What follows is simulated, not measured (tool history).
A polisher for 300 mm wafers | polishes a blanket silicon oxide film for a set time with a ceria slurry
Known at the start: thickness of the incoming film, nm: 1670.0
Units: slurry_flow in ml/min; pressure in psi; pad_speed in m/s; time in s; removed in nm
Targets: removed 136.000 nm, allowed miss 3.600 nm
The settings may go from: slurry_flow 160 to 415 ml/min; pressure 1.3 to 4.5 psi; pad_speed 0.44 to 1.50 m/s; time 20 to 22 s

run	hour	slurry_flow	pressure	pad_speed	time	removed
1	0.0	265	2.9	0.96	22	86.118
2	5.8	265	3.0	0.96	22	88.950
3	6.3	320	3.0	0.96	22	92.252
4	9.0	320	3.7	0.96	22	112.550
5	9.9	325	3.8	0.96	22	114.300
6	16.3	325	4.1	0.96	22	124.350
7	22.2	325	4.1	0.96	22	123.540
8	26.6	330	4.1	0.96	22	123.040
9	31.6	340	4.3	0.96	22	129.930

Which of these 4 next moves meets every target?
A	36.6	310	4.1	0.94	22	?
B	36.6	395	4.4	1.06	20	?
C	36.6	360	4.4	1.00	20	?
D	36.6	395	3.9	1.02	20	?

move	removed
A	121.210
B	135.020
C	126.790
D	115.580
A: further off than the last run
B: meets every target
C: further off than the last run
D: further off than the last run
Move B is the one to make.
